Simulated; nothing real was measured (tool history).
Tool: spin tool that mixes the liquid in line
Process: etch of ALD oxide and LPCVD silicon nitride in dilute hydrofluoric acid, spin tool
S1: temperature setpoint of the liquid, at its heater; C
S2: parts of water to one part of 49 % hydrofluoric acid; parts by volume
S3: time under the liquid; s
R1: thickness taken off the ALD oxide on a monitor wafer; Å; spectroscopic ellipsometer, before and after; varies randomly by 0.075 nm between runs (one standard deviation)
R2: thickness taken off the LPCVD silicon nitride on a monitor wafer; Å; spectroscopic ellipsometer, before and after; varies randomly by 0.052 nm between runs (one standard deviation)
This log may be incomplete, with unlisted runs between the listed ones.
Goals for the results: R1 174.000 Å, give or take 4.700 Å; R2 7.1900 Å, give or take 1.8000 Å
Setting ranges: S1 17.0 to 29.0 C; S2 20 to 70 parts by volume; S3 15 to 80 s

{"run": 1, "hour": 0.0, "S1": 21.0, "S2": 40, "S3": 40, "R1": 104.52, "R2": 3.8262}
{"run": 2, "hour": 5.7, "S1": 24.0, "S2": 40, "S3": 40, "R1": 119.79, "R2": 5.0749}
{"run": 3, "hour": 12.7, "S1": 24.0, "S2": 40, "S3": 25, "R1": 74.337, "R2": 2.9218}
{"run": 4, "hour": 18.8, "S1": 24.0, "S2": 40, "S3": 15, "R1": 44.659, "R2": 1.8573}
{"run": 5, "hour": 23.3, "S1": 24.0, "S2": 50, "S3": 15, "R1": 35.229, "R2": 1.3185}
{"run": 6, "hour": 31.2, "S1": 24.0, "S2": 60, "S3": 15, "R1": 29.056, "R2": 1.2038}
{"run": 7, "hour": 33.7, "S1": 25.0, "S2": 50, "S3": 20, "R1": 48.89, "R2": 2.1111}
{"run": 8, "hour": 36.8, "S1": 25.5, "S2": 45, "S3": 20, "R1": 55.966, "R2": 2.407}
{"run": 9, "hour": 42.1, "S1": 25.5, "S2": 45, "S3": 20, "R1": 55.891, "R2": 2.1471}
{"run": 10, "hour": 42.8, "S1": 25.5, "S2": 45, "S3": 20, "R1": 55.463, "R2": 2.6234}
{"run": 11, "hour": 49.2, "S1": 25.5, "S2": 40, "S3": 25, "R1": 79.467, "R2": 2.8029}
{"hour": 51.3, "done": "thermometer replaced"}
{"run": 12, "hour": 51.3, "S1": 26.0, "S2": 35, "S3": 25, "R1": 100.29, "R2": 4.5878}
{"run": 13, "hour": 54.8, "S1": 26.5, "S2": 35, "S3": 25, "R1": 102.97, "R2": 4.5168}
{"run": 14, "hour": 58.9, "S1": 27.0, "S2": 35, "S3": 25, "R1": 104.81, "R2": 5.225}
{"run": 15, "hour": 64.4, "S1": 27.0, "S2": 30, "S3": 25, "R1": 123.79, "R2": 5.4776}
{"run": 16, "hour": 66.0, "S1": 27.5, "S2": 30, "S3": 25, "R1": 127.35, "R2": 5.8013}
{"run": 17, "hour": 71.0, "S1": 27.5, "S2": 30, "S3": 25, "R1": 125.86, "R2": 5.6713}
{"run": 18, "hour": 74.3, "S1": 28.0, "S2": 25, "S3": 25, "R1": 155.78, "R2": 6.2551}
{"run": 19, "hour": 81.8, "S1": 28.5, "S2": 25, "S3": 25, "R1": 158.95, "R2": 7.394}
{"run": 20, "hour": 86.4, "S1": 28.5, "S2": 20, "S3": 25, "R1": 200.49, "R2": 9.9443}
{"run": 21, "hour": 88.8, "S1": 28.0, "S2": 20, "S3": 25, "R1": 195.36, "R2": 7.9881}
{"run": 22, "hour": 90.3, "S1": 27.5, "S2": 20, "S3": 25, "R1": 193.58, "R2": 8.9069}
{"run": 23, "hour": 98.2, "S1": 27.0, "S2": 20, "S3": 25, "R1": 189.45, "R2": 7.501}

Pick the move, out of 4, that brings all results within their allowed miss; only one does.
{"run": "A", "hour": 106.1, "S1": 22.5, "S2": 25, "S3": 35, "R1": "?", "R2": "?"}
{"run": "B", "hour": 106.1, "S1": 22.5, "S2": 20, "S3": 35, "R1": "?", "R2": "?"}
{"run": "C", "hour": 106.1, "S1": 26.0, "S2": 30, "S3": 35, "R1": "?", "R2": "?"}
{"run": "D", "hour": 106.1, "S1": 26.0, "S2": 35, "S3": 45, "R1": "?", "R2": "?"}

move=A R1=173.490 R2=6.6542
move=B R1=218.280 R2=8.2344
move=C R1=166.260 R2=7.0841
move=D R1=181.930 R2=7.8417
A: each result inside its tolerance
B: lands further from the targets than the last run did
C: pushes the last run's worst result past its target
D: better than the last run, though not everything is in spec
The right move is A.
